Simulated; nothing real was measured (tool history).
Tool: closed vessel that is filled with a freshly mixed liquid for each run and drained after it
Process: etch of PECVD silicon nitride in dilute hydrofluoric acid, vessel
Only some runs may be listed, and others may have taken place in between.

run    day  temperature setpoint of the liquid (C)  parts of water to one part of 49 % hydrofluoric acid (parts by volume)  time in the liquid (s)  thickness taken off the PECVD silicon nitride on a monitor wafer (nm)
  1      0                                      22                                                                     100                     755                                                                 28.211
  2  0.133                                      24                                                                     100                     755                                                                 32.076
  3  0.275                                      24                                                                     100                     805                                                                 34.664
  4   0.45                                      24                                                                     100                     805                                                                 34.359
  5  0.754                                    25.5                                                                     100                     805                                                                  37.96
  6  1.079                                    25.5                                                                     125                     805                                                                 30.368
  7   1.15                                      27                                                                     120                     805                                                                 34.819
  8  1.496                                      28                                                                     115                     805                                                                 39.005
  9  1.888                                      28                                                                     115                     805                                                                 38.831
 10  2.188                                    28.5                                                                     110                     805                                                                 42.013

Forecast run 11:
 11  2.492                                      29                                                                     110                     805                                                                      ?

Run 11 measured thickness taken off the PECVD silicon nitride on a monitor wafer (nm) 43.078.

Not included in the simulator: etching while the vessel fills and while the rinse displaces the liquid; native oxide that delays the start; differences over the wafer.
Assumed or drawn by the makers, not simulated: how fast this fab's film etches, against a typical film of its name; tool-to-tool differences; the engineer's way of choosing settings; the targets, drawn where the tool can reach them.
